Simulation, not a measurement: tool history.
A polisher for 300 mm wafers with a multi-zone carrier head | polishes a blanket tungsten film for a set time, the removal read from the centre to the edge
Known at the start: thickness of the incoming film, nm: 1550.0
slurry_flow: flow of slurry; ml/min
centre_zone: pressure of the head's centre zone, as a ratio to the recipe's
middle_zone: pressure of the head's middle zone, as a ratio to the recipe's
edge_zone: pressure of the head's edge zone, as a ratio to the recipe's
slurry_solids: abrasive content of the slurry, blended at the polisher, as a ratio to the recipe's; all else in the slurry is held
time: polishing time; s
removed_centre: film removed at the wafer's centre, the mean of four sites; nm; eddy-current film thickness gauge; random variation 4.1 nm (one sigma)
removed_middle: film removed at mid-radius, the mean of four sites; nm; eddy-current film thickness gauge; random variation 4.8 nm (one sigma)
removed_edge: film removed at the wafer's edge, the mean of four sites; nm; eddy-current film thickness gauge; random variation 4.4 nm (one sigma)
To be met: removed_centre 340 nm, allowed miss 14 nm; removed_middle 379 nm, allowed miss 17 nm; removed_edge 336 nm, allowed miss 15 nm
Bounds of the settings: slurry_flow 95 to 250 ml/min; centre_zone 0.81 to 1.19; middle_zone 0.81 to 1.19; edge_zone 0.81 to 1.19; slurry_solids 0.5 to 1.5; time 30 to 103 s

run,hour,slurry_flow,centre_zone,middle_zone,edge_zone,slurry_solids,time,removed_centre,removed_middle,removed_edge
1,0,160,1,1,1,1,66,417.28,409.2,401.17
2,7,155,0.98,1.01,0.96,0.95,66,388.7,401.03,401.24
3,13.5,155,0.98,1.01,0.96,0.95,50,307.11,318.55,305.85
4,17.6,165,0.98,1.03,0.97,1,50,305.29,322.01,306.18
5,23.6,165,1.02,1.03,0.97,1,50,319.02,327.28,302.26
6,24.5,165,1.02,1.03,0.97,0.85,50,305.16,310.87,292.12
7,31.5,165,1.01,1.05,0.97,0.95,51,326.18,330.9,309.24
8,37.5,170,0.99,1.08,0.96,1,51,319.77,335.41,309.8
9,41.3,170,0.98,1.1,0.95,1.05,51,312.41,345.15,312.55
10,49.3,170,0.98,1.11,0.95,1.1,51,319.56,355.03,312.38

Which of these 5 next moves meets every target?
A,57.3,130,0.81,1.14,0.95,1.1,56,?,?,?
B,57.3,160,0.96,1.15,0.87,1.2,47,?,?,?
C,57.3,235,0.86,0.96,0.89,0.6,62,?,?,?
D,57.3,215,0.96,1.08,0.95,0.8,57,?,?,?
E,57.3,190,0.84,1.02,1,1.1,56,?,?,?

move,removed_centre,removed_middle,removed_edge
A,272.81,386.9,328.52
B,288.45,345.45,278.23
C,308.18,352.17,329.87
D,333.55,376.81,328.73
E,302.43,373.43,351.13
A: brings the result that was furthest off to its target, and leaves another outside
B: further off than the last run
C: brings the result that was furthest off to its target, and leaves another outside
D: meets every target
E: takes the result that was furthest off past its target
Move D is the one to make.
